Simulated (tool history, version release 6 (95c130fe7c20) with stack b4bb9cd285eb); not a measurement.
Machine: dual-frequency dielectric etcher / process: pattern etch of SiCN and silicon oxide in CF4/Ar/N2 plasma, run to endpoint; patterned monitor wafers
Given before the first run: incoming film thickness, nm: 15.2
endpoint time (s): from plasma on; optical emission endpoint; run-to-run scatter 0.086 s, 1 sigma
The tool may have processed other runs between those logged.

run,day,source power (kW),bias power (kW),Ar flow (sccm),CF4 flow (sccm),endpoint time (s)
1,0,0.43,0.072,91,59,15.58
2,0.162,0.45,0.072,91,59,14.775
3,0.296,0.45,0.063,91,59,15.457
4,0.65,0.45,0.052,91,59,16.099
5,0.729,0.45,0.052,91,63,16.154
6,1.029,0.47,0.052,91,63,15.338
7,1.279,0.56,0.054,90,63,13.348

Expected results for the next run?
8,1.488,0.57,0.054,90,63,?

{"run 8": {"endpoint time (s)": 13.072}}
